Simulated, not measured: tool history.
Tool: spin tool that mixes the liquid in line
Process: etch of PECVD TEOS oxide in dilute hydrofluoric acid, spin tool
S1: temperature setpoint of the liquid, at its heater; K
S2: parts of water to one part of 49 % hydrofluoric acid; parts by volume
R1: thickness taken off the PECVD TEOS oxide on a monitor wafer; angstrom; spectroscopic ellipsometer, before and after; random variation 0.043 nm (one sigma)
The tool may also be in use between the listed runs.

Run 1, hour 0: S1 298.15 K, S2 60 parts by volume, time under the liquid (s) 15. Result: R1 25.969 angstrom.
Run 2, hour 2.2: S1 300.15 K, S2 60 parts by volume, time under the liquid (s) 15. Result: R1 27.796 angstrom.
Run 3, hour 3.2: S1 297.65 K, S2 60 parts by volume, time under the liquid (s) 15. Result: R1 25.156 angstrom.
Run 4, hour 4.1: S1 300.15 K, S2 50 parts by volume, time under the liquid (s) 15. Result: R1 34.235 angstrom.
Run 5, hour 6.6: S1 296.65 K, S2 50 parts by volume, time under the liquid (s) 15. Result: R1 29.599 angstrom.
Run 6, hour 10: S1 296.65 K, S2 50 parts by volume, time under the liquid (s) 15. Result: R1 29.668 angstrom.
Run 7, hour 17.2: S1 299.65 K, S2 45 parts by volume, time under the liquid (s) 15. Result: R1 36.971 angstrom.
Run 8, hour 19.3: S1 303.65 K, S2 25 parts by volume, time under the liquid (s) 15. Result: R1 80.855 angstrom.
Run 9, hour 22.5: S1 303.65 K, S2 25 parts by volume, time under the liquid (s) 15. Result: R1 81.357 angstrom.
Run 10, hour 27: S1 302.15 K, S2 25 parts by volume, time under the liquid (s) 15. Result: R1 76.169 angstrom.
Run 11, hour 31.3: S1 301.15 K, S2 25 parts by volume, time under the liquid (s) 15. Result: R1 73.737 angstrom.

Forecast run 12:
Run 12, hour 36.8: S1 300.15 K, S2 25 parts by volume, time under the liquid (s) 15. Result: R1 ?.

{"run 12": {"R1": 71.817}}
